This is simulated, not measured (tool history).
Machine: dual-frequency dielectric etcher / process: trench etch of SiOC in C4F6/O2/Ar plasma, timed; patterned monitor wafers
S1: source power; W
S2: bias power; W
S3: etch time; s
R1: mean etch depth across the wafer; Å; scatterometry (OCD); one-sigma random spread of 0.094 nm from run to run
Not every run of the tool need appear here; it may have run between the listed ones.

| run | hour | S1 | S2 | S3 | R1 |
|---|---|---|---|---|---|
| 1 | 0.0 | 360 | 141 | 17.0 | 306.69 |
| 2 | 7.6 | 360 | 141 | 17.0 | 306.96 |
| 3 | 11.2 | 360 | 141 | 17.5 | 315.27 |
| 4 | 20.1 | 360 | 141 | 17.5 | 315.89 |
| 5 | 25.4 | 320 | 137 | 17.5 | 299.06 |
| 6 | 32.9 | 290 | 135 | 17.5 | 289.15 |
| 7 | 41.0 | 290 | 135 | 17.5 | 288.21 |
| 8 | 42.8 | 270 | 134 | 17.5 | 278.92 |
| 9 | 51.1 | 260 | 133 | 17.5 | 276.39 |

Run 10 has not been measured yet. What should we expect?
| 10 | 53.2 | 230 | 131 | 17.5 | ? |

R1: 262.39 Å
